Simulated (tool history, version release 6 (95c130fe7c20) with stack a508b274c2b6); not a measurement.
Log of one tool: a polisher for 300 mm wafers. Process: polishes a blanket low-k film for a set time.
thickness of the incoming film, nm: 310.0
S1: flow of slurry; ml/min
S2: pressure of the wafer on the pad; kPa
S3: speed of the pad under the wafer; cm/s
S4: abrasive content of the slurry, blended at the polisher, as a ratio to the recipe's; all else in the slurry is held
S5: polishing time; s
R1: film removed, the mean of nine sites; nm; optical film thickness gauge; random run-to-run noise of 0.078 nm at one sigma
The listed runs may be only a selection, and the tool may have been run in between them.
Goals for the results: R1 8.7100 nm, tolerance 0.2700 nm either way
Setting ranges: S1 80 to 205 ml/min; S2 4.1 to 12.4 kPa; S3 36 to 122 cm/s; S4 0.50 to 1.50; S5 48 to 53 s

run,hour,S1,S2,S3,S4,S5,R1
1,0.0,135,8.3,78,1.00,53,12.8570
2,1.3,135,8.3,78,0.80,53,12.1570
3,2.1,135,8.3,90,0.80,53,12.8500
4,2.6,135,8.3,90,0.90,53,13.6210
5,5.8,130,7.6,90,0.90,53,12.2880
6,7.2,130,8.3,90,0.90,53,13.4200
7,15.0,125,7.6,90,0.90,53,12.3760
8,19.1,125,7.6,90,0.90,53,12.0950
9,21.1,120,6.9,90,0.90,53,10.9860
10,22.3,115,6.9,90,0.90,53,11.0050
11,26.0,110,6.9,90,0.90,53,10.8440
12,27.6,105,6.9,90,0.90,53,10.8150
13,29.8,100,6.2,90,0.90,53,9.5797
14,30.7,95,6.2,90,0.90,53,9.4748
15,36.4,85,5.5,90,0.90,53,8.1196
16,39.3,90,5.5,90,0.90,53,8.3306

Exactly one of the 4 candidate moves below puts every result within its allowed miss. Which one?
A,42.2,90,6.2,84,0.85,48,?
B,42.2,100,4.8,114,0.95,52,?
C,42.2,95,5.5,80,0.90,52,?
D,42.2,125,5.5,94,0.95,51,?

move,R1
A,7.9317
B,8.6586
C,7.7535
D,9.1227
A: further off than the last run
B: in spec on every target
C: further off than the last run
D: the result that was furthest off in the last run now lies on the other side of its target
Correct choice: B, which meets every target
